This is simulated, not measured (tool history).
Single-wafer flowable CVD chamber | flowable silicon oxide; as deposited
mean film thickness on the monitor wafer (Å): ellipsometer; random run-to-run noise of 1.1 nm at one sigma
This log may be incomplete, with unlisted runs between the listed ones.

| run | day | heater temperature setpoint (°C) | chamber pressure (Torr) | RF power (kW) | deposition time (s) | mean film thickness on the monitor wafer (Å) |
|---|---|---|---|---|---|---|
| 1 | 0.000 | 105 | 0.663 | 2.100 | 1112 | 4367.2 |
| 2 | 0.375 | 105 | 0.663 | 2.100 | 1149 | 4517.1 |
| 3 | 0.483 | 96 | 0.663 | 2.100 | 1149 | 6255.6 |
| 4 | 0.721 | 96 | 0.760 | 2.100 | 1149 | 7181.0 |
| 5 | 0.833 | 102 | 0.760 | 2.100 | 1149 | 5763.5 |
| 6 | 1.125 | 102 | 0.706 | 2.100 | 1149 | 5430.1 |

For run 7, what comes out?
| 7 | 1.417 | 114 | 0.595 | 2.070 | 1147 | ? |

{"run 7": {"mean film thickness on the monitor wafer (Å)": 2949.9}}

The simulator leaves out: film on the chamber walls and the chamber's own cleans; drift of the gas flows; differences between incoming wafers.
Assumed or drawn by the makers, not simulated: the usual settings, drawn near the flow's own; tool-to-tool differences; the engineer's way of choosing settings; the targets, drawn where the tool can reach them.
